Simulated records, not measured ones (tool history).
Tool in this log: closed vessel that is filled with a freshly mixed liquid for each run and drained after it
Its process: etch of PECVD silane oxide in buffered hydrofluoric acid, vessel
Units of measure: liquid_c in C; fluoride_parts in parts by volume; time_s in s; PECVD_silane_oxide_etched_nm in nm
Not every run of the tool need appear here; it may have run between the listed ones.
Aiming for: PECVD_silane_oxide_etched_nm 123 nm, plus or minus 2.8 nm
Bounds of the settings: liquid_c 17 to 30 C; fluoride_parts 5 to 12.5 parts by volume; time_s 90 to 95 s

run,hour,liquid_c,fluoride_parts,time_s,PECVD_silane_oxide_etched_nm
1,0,22,7.5,90,193.85
2,8.8,22,7.5,95,205.32
3,11.5,22,8.5,95,178.45
4,15,22,8.5,90,169.96
5,23.3,20.5,8.5,90,156.89
6,30.9,20.5,8.5,95,164.99
7,33.1,19.5,8.5,95,154.51
8,34.4,18.5,8.5,95,146.38
9,36.9,18,8.5,95,140.76
10,43.7,17.5,8.5,95,138.73
11,49.6,17,9,95,131.07

Exercise: of the 4 proposed moves below, exactly one satisfies all targets within the stated allowed misses. Which move is it?
A,55.5,17,8,90,?
B,55.5,18.5,9.5,90,?
C,55.5,17.5,9.5,95,?
D,55.5,18.5,10,90,?

move,PECVD_silane_oxide_etched_nm
A,136.16
B,129.13
C,128.79
D,122.84
A: its largest miss is bigger than the last run's
B: nearer than the last run, and not there yet
C: nearer than the last run, and not there yet
D: meets every target
Move D is the one to make.

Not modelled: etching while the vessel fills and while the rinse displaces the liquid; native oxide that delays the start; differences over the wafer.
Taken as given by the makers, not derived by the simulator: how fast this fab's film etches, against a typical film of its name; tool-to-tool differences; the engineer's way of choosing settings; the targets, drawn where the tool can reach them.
